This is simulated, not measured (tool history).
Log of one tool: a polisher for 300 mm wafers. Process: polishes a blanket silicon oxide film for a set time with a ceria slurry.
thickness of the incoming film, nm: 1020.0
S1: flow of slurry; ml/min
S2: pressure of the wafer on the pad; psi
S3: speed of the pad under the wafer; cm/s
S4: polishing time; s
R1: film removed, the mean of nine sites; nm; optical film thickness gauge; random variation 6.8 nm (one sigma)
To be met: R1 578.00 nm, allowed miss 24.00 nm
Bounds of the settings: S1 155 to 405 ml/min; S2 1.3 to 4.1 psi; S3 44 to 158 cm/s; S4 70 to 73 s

| run | hour | S1 | S2 | S3 | S4 | R1 |
|---|---|---|---|---|---|---|
| 1 | 0.0 | 260 | 2.7 | 100 | 70 | 316.59 |
| 2 | 2.5 | 260 | 2.4 | 100 | 70 | 283.64 |
| 3 | 3.6 | 260 | 1.9 | 100 | 70 | 224.90 |
| 4 | 11.2 | 260 | 2.2 | 100 | 70 | 259.44 |
| 5 | 15.6 | 260 | 2.5 | 100 | 70 | 296.28 |
| 6 | 18.1 | 260 | 2.7 | 100 | 70 | 315.81 |
| 7 | 23.9 | 260 | 2.9 | 100 | 70 | 334.69 |
| 8 | 30.8 | 260 | 3.1 | 102 | 70 | 367.56 |
| 9 | 32.9 | 260 | 3.3 | 104 | 70 | 400.09 |
| 10 | 34.1 | 260 | 4.0 | 114 | 70 | 521.54 |
| 11 | 36.7 | 260 | 4.0 | 116 | 70 | 535.95 |

5 next moves are on the table. One of them brings every result within its allowed miss. Which?
| A | 39.3 | 370 | 4.1 | 98 | 73 | ? |
| B | 39.3 | 275 | 4.1 | 108 | 70 | ? |
| C | 39.3 | 245 | 3.7 | 114 | 73 | ? |
| D | 39.3 | 210 | 4.0 | 112 | 72 | ? |
| E | 39.3 | 225 | 4.1 | 118 | 73 | ? |

| move | R1 |
|---|---|
| A | 496.60 |
| B | 509.86 |
| C | 500.56 |
| D | 513.82 |
| E | 566.58 |
A: further off than the last run
B: further off than the last run
C: further off than the last run
D: further off than the last run
E: meets every target
Move E is the one to make.

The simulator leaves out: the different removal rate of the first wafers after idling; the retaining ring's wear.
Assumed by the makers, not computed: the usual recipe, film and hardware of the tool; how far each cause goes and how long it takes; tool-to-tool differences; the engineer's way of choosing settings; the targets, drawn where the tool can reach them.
